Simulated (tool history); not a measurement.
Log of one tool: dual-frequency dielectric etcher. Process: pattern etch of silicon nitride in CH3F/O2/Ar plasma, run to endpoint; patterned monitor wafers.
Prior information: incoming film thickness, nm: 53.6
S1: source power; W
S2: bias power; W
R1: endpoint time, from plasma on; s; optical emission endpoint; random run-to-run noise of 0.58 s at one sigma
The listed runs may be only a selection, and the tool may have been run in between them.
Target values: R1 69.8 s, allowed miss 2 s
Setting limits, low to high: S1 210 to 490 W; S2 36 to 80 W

| run | day | S1 | S2 | R1 |
|---|---|---|---|---|
| 1 | 0 | 350 | 58 | 84.765 |
| 2 | 0.275 | 380 | 60 | 81.945 |
| 3 | 0.583 | 380 | 52 | 87.672 |
| 4 | 0.704 | 410 | 52 | 83.815 |
| 5 | 1.017 | 460 | 52 | 81.187 |
| 6 | 1.312 | 490 | 52 | 79.48 |
| 7 | 1.417 | 490 | 63 | 72.509 |
| 8 | 1.638 | 490 | 64 | 71.882 |
| 9 | 1.904 | 490 | 65 | 72.037 |

5 candidate next runs follow, results not yet known. Just one meets every target within its allowed miss. Identify it.
| A | 2.171 | 430 | 68 | ? |
| B | 2.171 | 490 | 71 | ? |
| C | 2.171 | 420 | 67 | ? |
| D | 2.171 | 440 | 64 | ? |
| E | 2.171 | 480 | 63 | ? |

| move | R1 |
|---|---|
| A | 73.555 |
| B | 68.86 |
| C | 74.665 |
| D | 74.914 |
| E | 73.081 |
A: further off than the last run
B: meets every target
C: further off than the last run
D: further off than the last run
E: further off than the last run
Go with B: it meets all targets.

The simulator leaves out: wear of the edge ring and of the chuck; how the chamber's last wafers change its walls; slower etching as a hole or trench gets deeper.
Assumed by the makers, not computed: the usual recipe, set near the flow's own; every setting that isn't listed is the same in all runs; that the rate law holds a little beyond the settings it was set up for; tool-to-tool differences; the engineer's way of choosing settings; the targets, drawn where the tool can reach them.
